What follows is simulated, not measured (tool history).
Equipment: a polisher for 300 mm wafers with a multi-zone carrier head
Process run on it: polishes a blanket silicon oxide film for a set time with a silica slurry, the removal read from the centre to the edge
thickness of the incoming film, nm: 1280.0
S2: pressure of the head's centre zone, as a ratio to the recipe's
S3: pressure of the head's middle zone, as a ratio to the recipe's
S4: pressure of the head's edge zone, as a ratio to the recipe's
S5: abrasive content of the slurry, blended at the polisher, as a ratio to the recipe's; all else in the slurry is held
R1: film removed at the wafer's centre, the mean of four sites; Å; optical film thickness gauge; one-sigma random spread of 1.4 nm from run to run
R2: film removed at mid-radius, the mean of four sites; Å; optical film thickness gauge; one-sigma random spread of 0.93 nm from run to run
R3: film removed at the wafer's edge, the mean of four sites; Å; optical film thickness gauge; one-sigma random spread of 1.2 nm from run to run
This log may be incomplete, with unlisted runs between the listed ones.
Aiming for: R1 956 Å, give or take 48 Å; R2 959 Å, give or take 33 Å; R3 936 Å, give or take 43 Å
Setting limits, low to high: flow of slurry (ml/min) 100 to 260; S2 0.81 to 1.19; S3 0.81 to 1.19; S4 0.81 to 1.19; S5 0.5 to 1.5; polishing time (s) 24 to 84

{"run": 1, "day": 0.0, "flow of slurry (ml/min)": 165, "S2": 1, "S3": 1, "S4": 1, "S5": 1, "polishing time (s)": 54, "R1": 1961.4, "R2": 1970.9, "R3": 2061.1}
{"run": 2, "day": 0.204, "flow of slurry (ml/min)": 165, "S2": 1, "S3": 1, "S4": 0.98, "S5": 0.95, "polishing time (s)": 51, "R1": 1825.9, "R2": 1815.4, "R3": 1806.7}
{"run": 3, "day": 0.462, "flow of slurry (ml/min)": 165, "S2": 1.06, "S3": 1, "S4": 0.98, "S5": 0.95, "polishing time (s)": 51, "R1": 1871.8, "R2": 1831.9, "R3": 1888.1}
{"run": 4, "day": 0.725, "flow of slurry (ml/min)": 165, "S2": 1.09, "S3": 1, "S4": 0.98, "S5": 0.95, "polishing time (s)": 51, "R1": 1926.6, "R2": 1842.8, "R3": 1859.2}
{"run": 5, "day": 1.054, "flow of slurry (ml/min)": 160, "S2": 1.07, "S3": 0.99, "S4": 0.97, "S5": 0.9, "polishing time (s)": 49, "R1": 1768.9, "R2": 1686.8, "R3": 1730}
{"day": 1.175, "done": "edge zone pressure recalibrated"}
{"run": 6, "day": 1.175, "flow of slurry (ml/min)": 155, "S2": 1.05, "S3": 0.99, "S4": 0.96, "S5": 0.85, "polishing time (s)": 47, "R1": 1647.9, "R2": 1595.9, "R3": 1537.7}
{"run": 7, "day": 1.238, "flow of slurry (ml/min)": 150, "S2": 1.03, "S3": 0.98, "S4": 0.98, "S5": 0.8, "polishing time (s)": 45, "R1": 1453.3, "R2": 1459.5, "R3": 1458.8}
{"run": 8, "day": 1.446, "flow of slurry (ml/min)": 145, "S2": 1.02, "S3": 0.96, "S4": 0.97, "S5": 0.75, "polishing time (s)": 44, "R1": 1389.4, "R2": 1385.9, "R3": 1402.1}
{"run": 9, "day": 1.783, "flow of slurry (ml/min)": 140, "S2": 1.01, "S3": 0.95, "S4": 0.96, "S5": 0.7, "polishing time (s)": 43, "R1": 1309.6, "R2": 1273.5, "R3": 1288.4}

Which of these 4 next moves meets every target?
{"run": "A", "day": 2.121, "flow of slurry (ml/min)": 105, "S2": 1, "S3": 0.95, "S4": 0.85, "S5": 0.6, "polishing time (s)": 38, "R1": "?", "R2": "?", "R3": "?"}
{"run": "B", "day": 2.121, "flow of slurry (ml/min)": 150, "S2": 0.89, "S3": 0.96, "S4": 0.9, "S5": 0.75, "polishing time (s)": 31, "R1": "?", "R2": "?", "R3": "?"}
{"run": "C", "day": 2.121, "flow of slurry (ml/min)": 120, "S2": 0.95, "S3": 1.04, "S4": 1, "S5": 0.65, "polishing time (s)": 33, "R1": "?", "R2": "?", "R3": "?"}
{"run": "D", "day": 2.121, "flow of slurry (ml/min)": 145, "S2": 0.91, "S3": 1.13, "S4": 1.11, "S5": 0.7, "polishing time (s)": 31, "R1": "?", "R2": "?", "R3": "?"}

move=A R1=957.23 R2=959.58 R3=947.25
move=B R1=849.29 R2=953.76 R3=933.07
move=C R1=854.88 R2=963.09 R3=943.03
move=D R1=836.38 R2=1044.5 R3=993.95
A: hits every target within its allowed miss
B: meets the target for the result that was furthest off, but another lies outside its allowed miss
C: meets the target for the result that was furthest off, but another lies outside its allowed miss
D: gains on the last run, yet a result remains outside its allowed miss
A meets every target.

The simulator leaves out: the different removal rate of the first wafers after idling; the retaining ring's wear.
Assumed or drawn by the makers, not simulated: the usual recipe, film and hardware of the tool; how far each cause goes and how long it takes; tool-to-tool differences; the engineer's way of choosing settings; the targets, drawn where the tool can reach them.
